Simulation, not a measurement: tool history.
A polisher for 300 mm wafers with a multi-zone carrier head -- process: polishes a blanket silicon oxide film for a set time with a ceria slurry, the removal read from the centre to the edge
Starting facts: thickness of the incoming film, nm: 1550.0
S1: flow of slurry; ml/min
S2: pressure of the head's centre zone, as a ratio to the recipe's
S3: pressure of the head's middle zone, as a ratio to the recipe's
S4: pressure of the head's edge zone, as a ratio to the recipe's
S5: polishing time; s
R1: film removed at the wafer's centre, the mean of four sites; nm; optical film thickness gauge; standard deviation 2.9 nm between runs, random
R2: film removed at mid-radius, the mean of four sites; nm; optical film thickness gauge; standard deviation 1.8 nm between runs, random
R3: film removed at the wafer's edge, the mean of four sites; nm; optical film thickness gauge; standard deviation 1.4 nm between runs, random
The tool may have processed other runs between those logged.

{"run": 1, "hour": 0.0, "S1": 150, "S2": 1.0, "S3": 1.0, "S4": 1.0, "S5": 81, "R1": 385.57, "R2": 392.23, "R3": 391.58}
{"run": 2, "hour": 8.0, "S1": 180, "S2": 1.0, "S3": 1.0, "S4": 1.0, "S5": 81, "R1": 397.84, "R2": 404.89, "R3": 398.56}
{"run": 3, "hour": 10.4, "S1": 160, "S2": 0.98, "S3": 0.94, "S4": 0.99, "S5": 67, "R1": 312.81, "R2": 310.23, "R3": 325.13}
{"run": 4, "hour": 15.6, "S1": 195, "S2": 0.98, "S3": 0.94, "S4": 0.99, "S5": 67, "R1": 327.58, "R2": 320.44, "R3": 334.8}
{"run": 5, "hour": 16.8, "S1": 230, "S2": 0.98, "S3": 0.94, "S4": 0.99, "S5": 67, "R1": 330.46, "R2": 323.69, "R3": 342.76}
{"run": 6, "hour": 24.0, "S1": 225, "S2": 0.97, "S3": 0.9, "S4": 0.98, "S5": 57, "R1": 284.99, "R2": 265.4, "R3": 287.21}
{"run": 7, "hour": 25.5, "S1": 220, "S2": 0.95, "S3": 0.87, "S4": 0.99, "S5": 52, "R1": 249.67, "R2": 240.76, "R3": 264.45}
{"run": 8, "hour": 34.3, "S1": 215, "S2": 0.96, "S3": 0.85, "S4": 1.01, "S5": 48, "R1": 233.75, "R2": 215.57, "R3": 243.37}
{"run": 9, "hour": 42.8, "S1": 195, "S2": 0.96, "S3": 0.84, "S4": 1.03, "S5": 47, "R1": 225.44, "R2": 204.41, "R3": 237.99}
{"run": 10, "hour": 48.5, "S1": 195, "S2": 0.96, "S3": 0.84, "S4": 1.03, "S5": 47, "R1": 225.96, "R2": 202.51, "R3": 237.91}
{"run": 11, "hour": 51.9, "S1": 180, "S2": 0.95, "S3": 0.83, "S4": 1.02, "S5": 47, "R1": 219.51, "R2": 204.32, "R3": 234.25}
{"run": 12, "hour": 56.5, "S1": 170, "S2": 0.95, "S3": 0.82, "S4": 1.03, "S5": 46, "R1": 207.72, "R2": 192.61, "R3": 228.14}

Predict the results of run 13:
{"run": 13, "hour": 62.3, "S1": 165, "S2": 0.96, "S3": 0.82, "S4": 1.02, "S5": 46, "R1": "?", "R2": "?", "R3": "?"}

R1: 208.39 nm
R2: 187.32 nm
R3: 228.94 nm

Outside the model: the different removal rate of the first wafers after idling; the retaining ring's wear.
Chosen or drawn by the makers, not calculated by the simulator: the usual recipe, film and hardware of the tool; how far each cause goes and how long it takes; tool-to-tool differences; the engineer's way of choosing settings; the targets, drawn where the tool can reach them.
